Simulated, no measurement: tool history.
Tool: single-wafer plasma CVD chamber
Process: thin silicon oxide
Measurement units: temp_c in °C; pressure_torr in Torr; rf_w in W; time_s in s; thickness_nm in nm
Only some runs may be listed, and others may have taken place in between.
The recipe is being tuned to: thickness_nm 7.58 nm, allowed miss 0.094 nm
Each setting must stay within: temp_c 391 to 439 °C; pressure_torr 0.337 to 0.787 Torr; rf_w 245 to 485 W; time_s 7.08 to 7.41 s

Run 1, hour 0: temp_c 415 °C, pressure_torr 0.562 Torr, rf_w 365 W, time_s 7.41 s. Result: thickness_nm 10.791 nm.
Run 2, hour 5.5: temp_c 415 °C, pressure_torr 0.526 Torr, rf_w 365 W, time_s 7.41 s. Result: thickness_nm 10.06 nm.
Run 3, hour 6.1: temp_c 415 °C, pressure_torr 0.497 Torr, rf_w 365 W, time_s 7.41 s. Result: thickness_nm 9.5898 nm.
Run 4, hour 13.3: temp_c 423 °C, pressure_torr 0.497 Torr, rf_w 365 W, time_s 7.41 s. Result: thickness_nm 9.5347 nm.
Run 5, hour 20.2: temp_c 423 °C, pressure_torr 0.472 Torr, rf_w 365 W, time_s 7.41 s. Result: thickness_nm 9.075 nm.
Run 6, hour 21: temp_c 423 °C, pressure_torr 0.453 Torr, rf_w 365 W, time_s 7.41 s. Result: thickness_nm 8.7185 nm.
Run 7, hour 23.9: temp_c 423 °C, pressure_torr 0.439 Torr, rf_w 365 W, time_s 7.41 s. Result: thickness_nm 8.4246 nm.
Run 8, hour 27.7: temp_c 423 °C, pressure_torr 0.429 Torr, rf_w 365 W, time_s 7.41 s. Result: thickness_nm 8.2699 nm.
Run 9, hour 35.7: temp_c 423 °C, pressure_torr 0.42 Torr, rf_w 365 W, time_s 7.41 s. Result: thickness_nm 8.0459 nm.
Run 10, hour 42.2: temp_c 423 °C, pressure_torr 0.414 Torr, rf_w 365 W, time_s 7.41 s. Result: thickness_nm 7.9617 nm.
Run 11, hour 50.4: temp_c 423 °C, pressure_torr 0.409 Torr, rf_w 365 W, time_s 7.41 s. Result: thickness_nm 7.8483 nm.
Run 12, hour 57.8: temp_c 423 °C, pressure_torr 0.406 Torr, rf_w 365 W, time_s 7.41 s. Result: thickness_nm 7.8122 nm.
Run 13, hour 60.4: temp_c 423 °C, pressure_torr 0.406 Torr, rf_w 365 W, time_s 7.41 s. Result: thickness_nm 7.7956 nm.
Run 14, hour 65.6: temp_c 423 °C, pressure_torr 0.403 Torr, rf_w 365 W, time_s 7.41 s. Result: thickness_nm 7.7274 nm.
Run 15, hour 68.9: temp_c 423 °C, pressure_torr 0.401 Torr, rf_w 365 W, time_s 7.41 s. Result: thickness_nm 7.708 nm.
Run 16, hour 69.9: temp_c 423 °C, pressure_torr 0.399 Torr, rf_w 365 W, time_s 7.41 s. Result: thickness_nm 7.6552 nm.

Which single option among these 5 for the next run brings every result within its allowed miss of target? Just one does.
Run A, hour 70.9: temp_c 420 °C, pressure_torr 0.407 Torr, rf_w 355 W, time_s 7.41 s. Result: thickness_nm ?.
Run B, hour 70.9: temp_c 423 °C, pressure_torr 0.433 Torr, rf_w 345 W, time_s 7.08 s. Result: thickness_nm ?.
Run C, hour 70.9: temp_c 422 °C, pressure_torr 0.408 Torr, rf_w 345 W, time_s 7.41 s. Result: thickness_nm ?.
Run D, hour 70.9: temp_c 427 °C, pressure_torr 0.416 Torr, rf_w 350 W, time_s 7.33 s. Result: thickness_nm ?.
Run E, hour 70.9: temp_c 405 °C, pressure_torr 0.418 Torr, rf_w 335 W, time_s 7.08 s. Result: thickness_nm ?.

move  thickness_nm
   A         7.788
   B        7.8363
   C         7.731
   D        7.8027
   E        7.5967
A: lands further from the targets than the last run did
B: lands further from the targets than the last run did
C: lands further from the targets than the last run did
D: lands further from the targets than the last run did
E: meets every target
Move E is the one to make.

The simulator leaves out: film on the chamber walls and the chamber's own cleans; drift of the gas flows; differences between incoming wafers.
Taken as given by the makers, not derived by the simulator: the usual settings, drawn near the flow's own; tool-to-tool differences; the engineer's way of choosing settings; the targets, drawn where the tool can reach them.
